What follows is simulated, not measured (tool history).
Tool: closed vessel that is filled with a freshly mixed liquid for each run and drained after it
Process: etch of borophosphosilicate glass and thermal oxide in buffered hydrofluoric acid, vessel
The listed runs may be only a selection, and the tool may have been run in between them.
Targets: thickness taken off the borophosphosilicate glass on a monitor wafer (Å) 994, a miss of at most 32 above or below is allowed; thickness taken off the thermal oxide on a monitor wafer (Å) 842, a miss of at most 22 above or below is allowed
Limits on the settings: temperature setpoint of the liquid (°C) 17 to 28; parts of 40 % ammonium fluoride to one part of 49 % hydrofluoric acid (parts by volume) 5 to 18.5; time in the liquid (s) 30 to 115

run  hour  temperature setpoint of the liquid (°C)  parts of 40 % ammonium fluoride to one part of 49 % hydrofluoric acid (parts by volume)  time in the liquid (s)  thickness taken off the borophosphosilicate glass on a monitor wafer (Å)  thickness taken off the thermal oxide on a monitor wafer (Å)
  1     0                                       20                                                                                     11.5                      60                                                                     484.1                                                        413.94
  2   5.7                                       20                                                                                     11.5                      70                                                                    565.79                                                        478.64
  3   8.3                                     18.5                                                                                     11.5                      70                                                                    520.66                                                        445.11
  4  13.8                                     20.5                                                                                       11                      70                                                                    612.99                                                         516.6
  5  22.7                                     20.5                                                                                       14                      70                                                                    479.87                                                        405.33
  6  27.7                                       22                                                                                       13                      70                                                                    554.69                                                         476.6
  7  34.8                                       23                                                                                     12.5                      70                                                                    613.58                                                        524.15
  8  40.4                                       24                                                                                       12                      70                                                                    670.53                                                        578.31
  9  44.1                                     24.5                                                                                     11.5                      70                                                                    723.34                                                        617.28
 10  46.3                                       25                                                                                       11                      70                                                                    783.21                                                        665.74

Exactly one of the 4 candidate moves below puts every result within its allowed miss. Which one?
  A  48.5                                     27.5                                                                                       14                      95                                                                         ?                                                             ?
  B  48.5                                     25.5                                                                                       10                      75                                                                         ?                                                             ?
  C  48.5                                       25                                                                                      9.5                      85                                                                         ?                                                             ?
  D  48.5                                       23                                                                                        9                      85                                                                         ?                                                             ?

move  thickness taken off the borophosphosilicate glass on a monitor wafer (Å)  thickness taken off the thermal oxide on a monitor wafer (Å)
   A                                                                    953.38                                                        803.58
   B                                                                    941.76                                                        791.39
   C                                                                    1073.7                                                        901.63
   D                                                                    997.85                                                        836.45
A: closes in on the targets versus the last run, not all within tolerance yet
B: closes in on the targets versus the last run, not all within tolerance yet
C: takes the result that was furthest off past its target
D: every result lands within tolerance
Move D is the one to make.

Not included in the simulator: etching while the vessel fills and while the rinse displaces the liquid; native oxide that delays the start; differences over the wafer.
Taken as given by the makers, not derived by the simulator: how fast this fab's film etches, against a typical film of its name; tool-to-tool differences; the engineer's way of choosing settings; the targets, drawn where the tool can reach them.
